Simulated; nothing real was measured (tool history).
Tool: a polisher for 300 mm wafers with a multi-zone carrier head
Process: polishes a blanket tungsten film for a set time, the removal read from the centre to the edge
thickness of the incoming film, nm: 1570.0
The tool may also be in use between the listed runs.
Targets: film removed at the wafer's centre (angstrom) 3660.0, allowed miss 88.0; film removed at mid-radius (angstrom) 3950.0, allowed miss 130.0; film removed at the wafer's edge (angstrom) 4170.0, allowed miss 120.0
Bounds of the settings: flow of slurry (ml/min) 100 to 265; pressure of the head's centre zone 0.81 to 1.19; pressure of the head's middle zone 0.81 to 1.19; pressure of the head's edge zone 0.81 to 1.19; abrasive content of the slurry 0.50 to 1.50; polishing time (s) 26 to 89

run	day	flow of slurry (ml/min)	pressure of the head's centre zone	pressure of the head's middle zone	pressure of the head's edge zone	abrasive content of the slurry	polishing time (s)	film removed at the wafer's centre (angstrom)	film removed at mid-radius (angstrom)	film removed at the wafer's edge (angstrom)
1	0.000	170	1.00	1.00	1.00	1.00	57	5330.0	5296.2	5426.0
2	0.317	150	1.00	1.00	1.00	1.00	57	5235.1	5138.0	5279.0
3	0.538	145	0.98	0.99	0.98	0.95	57	5068.0	5030.9	5178.8
4	0.562	145	0.98	0.99	0.98	0.75	57	4803.1	4852.5	4934.9
5	0.838	140	0.96	0.98	0.97	0.70	57	4571.4	4616.1	4764.8
6	1.133	140	0.96	0.98	0.97	0.80	57	4691.9	4812.2	4914.2
7	1.154	135	0.94	0.96	0.95	0.75	57	4572.6	4605.9	4864.1
8	1.275	130	0.93	0.96	0.94	0.70	57	4400.2	4461.6	4756.0
9	1.596	130	0.92	0.96	0.93	0.65	57	4322.9	4421.7	4557.8
10	1.750	125	0.90	0.95	0.92	0.65	57	4109.8	4395.3	4593.7
11	1.792	125	0.89	0.94	0.91	0.65	57	4119.9	4294.0	4534.7
12	1.954	105	0.81	0.92	0.85	0.50	57	3467.0	3844.2	4020.8
13	2.029	110	0.81	0.92	0.85	0.50	57	3560.2	3888.8	4086.0

4 next moves are on the table. One of them brings every result within its allowed miss. Which?
A	2.104	110	0.81	0.95	0.84	0.50	56	?	?	?
B	2.104	110	0.86	0.94	0.89	0.50	57	?	?	?
C	2.104	100	0.83	0.96	0.84	0.80	53	?	?	?
D	2.104	100	0.84	0.93	0.82	0.75	52	?	?	?

move	film removed at the wafer's centre (angstrom)	film removed at mid-radius (angstrom)	film removed at the wafer's edge (angstrom)
A	3451.8	3929.3	4078.5
B	3670.8	3963.2	4231.5
C	3522.1	3992.7	4150.5
D	3438.9	3763.6	3988.5
A: further off than the last run
B: meets every target
C: further off than the last run
D: further off than the last run
Move B is the one to make.

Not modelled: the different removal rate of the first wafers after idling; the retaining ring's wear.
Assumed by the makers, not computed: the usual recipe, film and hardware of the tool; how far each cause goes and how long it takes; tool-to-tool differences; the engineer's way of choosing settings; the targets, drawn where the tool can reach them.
